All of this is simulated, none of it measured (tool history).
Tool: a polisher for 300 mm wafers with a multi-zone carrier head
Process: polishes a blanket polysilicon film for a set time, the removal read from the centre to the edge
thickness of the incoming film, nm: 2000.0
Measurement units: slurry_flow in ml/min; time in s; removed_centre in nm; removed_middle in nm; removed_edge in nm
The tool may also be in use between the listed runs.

| run | day | slurry_flow | centre_zone | middle_zone | edge_zone | time | removed_centre | removed_middle | removed_edge |
|---|---|---|---|---|---|---|---|---|---|
| 1 | 0 | 190 | 1 | 1 | 1 | 70 | 666.69 | 637.58 | 645.8 |
| 2 | 0.112 | 190 | 1 | 1 | 1.04 | 70 | 666.04 | 641.46 | 652.41 |
| 3 | 0.212 | 190 | 1 | 0.97 | 1.08 | 77 | 713.65 | 684.21 | 731.12 |
| 4 | 0.521 | 195 | 1.02 | 0.96 | 1.11 | 82 | 791.15 | 722.34 | 813.59 |
| 5 | 0.825 | 210 | 1.03 | 0.97 | 1.14 | 83 | 807.09 | 749.57 | 830.56 |
| 6 | 1.062 | 190 | 1.03 | 0.97 | 1.14 | 83 | 794.32 | 726.37 | 818.29 |

What will run 7 give?
| 7 | 1.421 | 190 | 1.03 | 0.97 | 1.14 | 83 | ? | ? | ? |

removed_centre: 802.06 nm
removed_middle: 740.5 nm
removed_edge: 812.33 nm
